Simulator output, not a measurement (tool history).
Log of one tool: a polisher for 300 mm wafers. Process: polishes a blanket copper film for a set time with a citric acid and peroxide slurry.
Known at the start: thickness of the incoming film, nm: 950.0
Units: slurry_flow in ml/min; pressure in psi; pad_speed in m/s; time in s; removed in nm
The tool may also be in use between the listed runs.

run	hour	slurry_flow	pressure	pad_speed	slurry_solids	time	removed
1	0.0	245	3.8	0.98	1.0	27	84.932
2	7.2	245	3.5	0.96	1.0	27	76.315
3	15.5	245	3.2	0.94	1.0	27	68.819
4	19.9	245	3.0	0.94	1.0	27	65.128
5	28.1	245	2.8	0.94	1.0	27	61.437
6	34.4	245	2.6	0.94	1.0	27	56.216
7	39.9	245	2.5	0.94	1.0	27	54.254
8	42.6	245	2.4	0.94	1.0	27	52.594
9	48.9	245	2.3	0.94	1.0	27	50.670
10	51.9	245	2.2	0.94	1.0	27	47.931
11	54.9	235	1.7	0.94	1.0	27	37.618

The next listed run, before its measurement:
12	60.5	240	1.7	0.94	1.0	27	?

removed: 37.794 nm
